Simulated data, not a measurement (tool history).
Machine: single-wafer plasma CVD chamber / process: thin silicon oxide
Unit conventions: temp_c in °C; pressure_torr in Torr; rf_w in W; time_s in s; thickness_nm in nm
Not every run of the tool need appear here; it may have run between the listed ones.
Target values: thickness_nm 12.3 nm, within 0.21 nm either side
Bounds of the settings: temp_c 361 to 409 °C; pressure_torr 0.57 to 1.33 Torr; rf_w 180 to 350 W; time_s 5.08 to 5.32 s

| run | hour | temp_c | pressure_torr | rf_w | time_s | thickness_nm |
|---|---|---|---|---|---|---|
| 1 | 0 | 385 | 0.95 | 265 | 5.32 | 10.38 |
| 2 | 2.3 | 385 | 0.95 | 290 | 5.32 | 10.783 |
| 3 | 8.7 | 385 | 1.094 | 290 | 5.32 | 12.08 |
| 4 | 10.7 | 385 | 1.099 | 290 | 5.32 | 12.064 |
| 5 | 12.3 | 385 | 1.099 | 290 | 5.08 | 11.519 |
| 6 | 14.3 | 385 | 1.119 | 290 | 5.08 | 11.665 |
| 7 | 20.9 | 385 | 1.136 | 290 | 5.08 | 11.896 |
| 8 | 23.7 | 385 | 1.146 | 290 | 5.08 | 11.831 |
| 9 | 24.4 | 385 | 1.159 | 290 | 5.08 | 11.944 |
| 10 | 31.9 | 385 | 1.169 | 290 | 5.08 | 12.099 |
| 11 | 33.5 | 385 | 1.174 | 290 | 5.08 | 12.053 |

Below are 4 possible settings for the next run. Only one of them brings all results inside the allowed miss of their targets. Which is it?
| A | 35.1 | 382 | 1.115 | 305 | 5.08 | ? |
| B | 35.1 | 406 | 1.17 | 275 | 5.32 | ? |
| C | 35.1 | 390 | 1.099 | 295 | 5.19 | ? |
| D | 35.1 | 385 | 1.16 | 265 | 5.22 | ? |

| move | thickness_nm |
|---|---|
| A | 11.891 |
| B | 12.224 |
| C | 11.807 |
| D | 11.963 |
A: misses by more than the last run did
B: every result within its allowed miss
C: misses by more than the last run did
D: misses by more than the last run did
Go with B: it meets all targets.
